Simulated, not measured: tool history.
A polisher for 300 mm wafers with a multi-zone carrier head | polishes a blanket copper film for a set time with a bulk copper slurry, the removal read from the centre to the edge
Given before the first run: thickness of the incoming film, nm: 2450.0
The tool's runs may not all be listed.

run	hour	flow of slurry (ml/min)	pressure of the head's centre zone	pressure of the head's middle zone	pressure of the head's edge zone	abrasive content of the slurry	polishing time (s)	film removed at the wafer's centre (angstrom)	film removed at mid-radius (angstrom)	film removed at the wafer's edge (angstrom)
1	0	130	1	1	1	1	37	3973.1	4054.5	4137.7
2	4.1	140	1	1	1	1	37	3994.4	4128.7	4168
3	10.8	135	0.98	0.99	0.99	0.95	35	3570.7	3900.9	3786.3
4	19.5	130	0.97	0.97	1.01	0.9	33	3274	3355.6	3594.3
5	25	130	0.97	0.97	1.01	0.9	27	2735	2790.6	2873.4
6	32.9	130	0.97	0.92	1.01	0.9	27	2721	2712.2	2902.8
7	36.8	125	0.95	0.92	1	0.85	26	2515.8	2580.9	2762.1
8	45	125	0.95	0.92	1	0.85	26	2515.3	2553.8	2712.7
9	50.4	120	0.93	0.92	0.99	0.8	26	2371.4	2515	2672.4
10	57.5	120	0.92	0.91	0.98	0.75	26	2294.8	2404.1	2599.8
11	58.3	120	0.91	0.91	0.96	0.7	26	2232.7	2341.8	2574
12	63.9	120	0.9	0.92	0.95	0.7	26	2255.2	2385	2467.8
13	69.9	115	0.89	0.92	0.95	0.7	26	2173.7	2376.4	2496.1
14	74.3	110	0.88	0.92	0.94	0.7	26	2199.3	2332	2496.1
15	78	115	0.87	0.92	0.94	0.7	25	2050.6	2288.8	2447.3
16	79	115	0.86	0.92	0.93	0.7	25	2032.8	2328.9	2385.9
17	86.3	115	0.85	0.92	0.93	0.7	25	1973.1	2271.9	2427.5
18	93.8	115	0.85	0.92	0.92	0.7	25	2042.9	2275.3	2302.4

Predict the results of run 19:
19	96.4	110	0.83	0.92	0.91	0.6	24	?	?	?

Run 19 came out at film removed at the wafer's centre (angstrom) 1806.7, film removed at mid-radius (angstrom) 2061.6, film removed at the wafer's edge (angstrom) 2164.5.

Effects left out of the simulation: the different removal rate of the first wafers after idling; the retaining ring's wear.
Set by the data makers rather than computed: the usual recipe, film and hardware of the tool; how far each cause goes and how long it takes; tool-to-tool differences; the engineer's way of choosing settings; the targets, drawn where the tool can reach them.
